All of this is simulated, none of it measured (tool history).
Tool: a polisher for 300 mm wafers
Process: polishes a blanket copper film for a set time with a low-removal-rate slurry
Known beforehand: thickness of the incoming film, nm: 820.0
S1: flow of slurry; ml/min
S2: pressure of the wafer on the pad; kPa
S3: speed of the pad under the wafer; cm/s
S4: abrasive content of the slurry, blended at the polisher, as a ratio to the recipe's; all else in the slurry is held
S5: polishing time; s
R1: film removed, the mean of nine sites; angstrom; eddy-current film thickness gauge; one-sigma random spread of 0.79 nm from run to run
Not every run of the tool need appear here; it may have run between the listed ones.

| run | day | S1 | S2 | S3 | S4 | S5 | R1 |
|---|---|---|---|---|---|---|---|
| 1 | 0.000 | 120 | 15.2 | 84 | 1.0 | 88 | 1464.6 |
| 2 | 0.083 | 145 | 15.2 | 84 | 1.0 | 88 | 1515.5 |
| 3 | 0.412 | 145 | 15.2 | 84 | 1.1 | 88 | 1535.0 |
| 4 | 0.538 | 140 | 14.5 | 84 | 1.1 | 88 | 1467.3 |
| 5 | 0.804 | 135 | 14.5 | 84 | 1.1 | 88 | 1470.1 |
| 6 | 1.071 | 135 | 16.5 | 84 | 1.1 | 88 | 1662.0 |
| 7 | 1.408 | 130 | 15.9 | 84 | 1.1 | 88 | 1565.5 |

The next listed run, before its measurement:
| 8 | 1.650 | 125 | 15.2 | 84 | 1.1 | 88 | ? |

R1: 1504.8 angstrom
